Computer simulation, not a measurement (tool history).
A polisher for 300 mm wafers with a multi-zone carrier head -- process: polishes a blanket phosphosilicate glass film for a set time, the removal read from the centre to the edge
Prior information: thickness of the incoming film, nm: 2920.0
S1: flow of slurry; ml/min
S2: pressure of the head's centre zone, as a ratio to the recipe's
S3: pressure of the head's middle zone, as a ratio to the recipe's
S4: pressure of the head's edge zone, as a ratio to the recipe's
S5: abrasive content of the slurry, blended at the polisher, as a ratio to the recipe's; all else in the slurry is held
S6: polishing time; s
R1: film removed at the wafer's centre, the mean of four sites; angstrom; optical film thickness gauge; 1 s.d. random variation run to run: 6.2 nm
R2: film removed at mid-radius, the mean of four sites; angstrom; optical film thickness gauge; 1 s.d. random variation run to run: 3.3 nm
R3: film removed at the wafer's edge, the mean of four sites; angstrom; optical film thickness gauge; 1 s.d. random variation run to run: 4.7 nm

run,hour,S1,S2,S3,S4,S5,S6,R1,R2,R3
1,0.0,285,1.00,1.00,1.00,1.00,90,4939.2,5074.1,5119.3
2,6.4,285,1.01,0.98,0.98,0.95,90,5101.3,4756.4,4950.4
3,8.2,345,1.01,0.98,0.98,0.95,90,5121.1,4939.6,5081.0
4,12.8,340,1.00,0.97,0.96,0.90,90,5002.7,4798.4,4927.2
5,16.3,295,1.00,0.97,0.96,0.90,90,4816.6,4684.2,4758.6
6,20.3,295,1.00,0.97,1.00,0.90,90,4767.0,4662.6,4871.1
7,24.8,290,1.00,0.95,0.98,0.85,90,4653.6,4486.5,4760.6
8,26.7,285,1.01,0.94,0.96,0.80,90,4697.7,4369.2,4466.1
9,27.3,280,1.01,0.92,0.96,0.75,90,4341.8,4113.4,4427.4
10,35.4,275,1.02,0.91,0.94,0.75,90,4513.2,4048.5,4353.2

Estimate the outcome of run 11 from the log above:
11,42.0,270,1.02,0.90,0.93,0.75,90,?,?,?

R1: 4606.9 angstrom
R2: 3999.3 angstrom
R3: 4292.6 angstrom
